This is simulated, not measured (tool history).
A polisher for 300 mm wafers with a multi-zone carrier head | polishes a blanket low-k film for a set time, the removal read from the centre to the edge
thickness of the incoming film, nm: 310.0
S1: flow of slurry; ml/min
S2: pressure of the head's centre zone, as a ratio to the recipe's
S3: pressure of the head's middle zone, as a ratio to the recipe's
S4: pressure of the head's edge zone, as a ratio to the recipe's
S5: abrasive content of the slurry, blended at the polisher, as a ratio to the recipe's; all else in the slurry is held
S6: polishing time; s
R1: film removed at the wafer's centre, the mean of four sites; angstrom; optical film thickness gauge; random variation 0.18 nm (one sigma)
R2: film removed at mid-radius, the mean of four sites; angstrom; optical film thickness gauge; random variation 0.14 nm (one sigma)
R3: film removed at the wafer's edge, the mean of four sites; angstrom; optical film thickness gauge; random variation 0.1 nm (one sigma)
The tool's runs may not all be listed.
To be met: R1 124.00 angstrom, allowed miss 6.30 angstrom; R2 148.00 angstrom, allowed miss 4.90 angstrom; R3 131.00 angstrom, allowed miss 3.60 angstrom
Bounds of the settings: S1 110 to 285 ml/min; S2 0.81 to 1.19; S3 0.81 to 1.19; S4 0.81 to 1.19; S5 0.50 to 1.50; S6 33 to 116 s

run,hour,S1,S2,S3,S4,S5,S6,R1,R2,R3
1,0.0,180,1.00,1.00,1.00,1.00,74,237.63,246.81,243.01
2,8.4,175,0.98,1.01,0.97,0.90,69,216.04,213.66,207.38
3,13.6,175,0.98,1.01,0.97,0.90,53,162.12,168.09,158.86
4,14.6,175,0.98,1.01,1.04,0.90,53,165.28,170.01,163.48
5,17.2,170,0.94,1.03,1.03,0.85,52,145.77,160.48,156.83
6,18.6,170,0.88,1.03,1.03,0.85,52,142.02,161.73,155.57
7,19.1,165,0.87,1.04,1.00,0.80,52,132.56,155.22,147.92
8,22.7,160,0.87,1.05,0.97,0.80,52,134.36,154.31,147.03
9,30.8,160,0.87,1.07,0.94,0.80,52,134.52,157.19,142.40
10,35.5,155,0.86,1.07,0.92,0.80,52,126.96,157.58,140.34
11,42.7,150,0.87,1.06,0.90,0.80,52,129.80,158.29,139.05
12,48.5,150,0.87,1.05,0.89,0.80,52,130.62,153.91,140.80
13,51.3,145,0.87,1.05,0.88,0.80,52,128.73,154.29,138.09
14,54.2,140,0.87,1.05,0.87,0.80,52,130.36,150.70,136.59
15,55.0,135,0.87,1.05,0.86,0.80,52,125.00,155.24,135.81
16,61.2,135,0.87,1.05,0.85,0.80,52,127.47,155.78,135.94
17,67.2,135,0.87,1.05,0.85,0.80,52,128.43,156.52,134.50
18,69.6,135,0.87,1.04,0.85,0.80,52,125.40,151.79,132.83

4 next moves are on the table. One of them brings every result within its allowed miss. Which?
A,72.0,110,0.86,1.12,0.81,1.25,43,?,?,?
B,72.0,200,0.87,1.05,0.89,0.75,50,?,?,?
C,72.0,120,0.89,1.10,0.82,0.90,50,?,?,?
D,72.0,145,0.88,1.11,0.82,0.80,51,?,?,?

move,R1,R2,R3
A,127.51,163.37,132.93
B,126.88,150.53,132.19
C,133.38,162.26,134.36
D,129.97,160.59,130.94
A: further off than the last run
B: meets every target
C: further off than the last run
D: further off than the last run
The right move is B.

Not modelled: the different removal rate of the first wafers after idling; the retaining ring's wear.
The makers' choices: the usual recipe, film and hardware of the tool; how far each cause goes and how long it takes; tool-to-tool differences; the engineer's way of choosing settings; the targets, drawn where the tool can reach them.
